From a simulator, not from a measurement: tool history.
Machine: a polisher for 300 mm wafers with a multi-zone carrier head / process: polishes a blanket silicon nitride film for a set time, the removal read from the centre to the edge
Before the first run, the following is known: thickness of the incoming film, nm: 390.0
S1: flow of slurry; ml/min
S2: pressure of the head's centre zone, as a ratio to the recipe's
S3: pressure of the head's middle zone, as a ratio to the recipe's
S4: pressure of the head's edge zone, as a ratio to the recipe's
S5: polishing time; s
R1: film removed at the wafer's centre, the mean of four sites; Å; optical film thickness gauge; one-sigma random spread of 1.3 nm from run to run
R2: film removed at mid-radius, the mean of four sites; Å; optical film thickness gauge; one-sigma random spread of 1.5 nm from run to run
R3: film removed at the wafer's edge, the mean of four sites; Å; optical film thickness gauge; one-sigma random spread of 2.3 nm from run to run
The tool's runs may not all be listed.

run	hour	S1	S2	S3	S4	S5	R1	R2	R3
1	0	175	1	1	1	47	1420	1381.8	1383.5
2	8	155	1	1	1	47	1392.2	1356	1345.5
3	10.3	175	0.98	1.02	1.05	48	1419.6	1403.6	1425.9
4	13.2	190	0.95	1.04	1.08	50	1431.2	1543.2	1546.3
5	21.5	190	0.99	1.04	1.08	50	1511.4	1518.7	1540.3
6	23.9	205	0.97	1.05	1.11	51	1528.1	1593.1	1562.4
7	28.5	195	0.95	1.05	1.12	53	1521.9	1651.5	1644.2
8	35.5	200	0.94	1.04	1.14	54	1541.3	1656.3	1721.3

Run 9, settings as shown, results not yet in. Your forecast:
9	39.6	205	0.93	1.05	1.15	55	?	?	?

{"run 9": {"R1": 1541.3, "R2": 1741.7, "R3": 1743.8}}
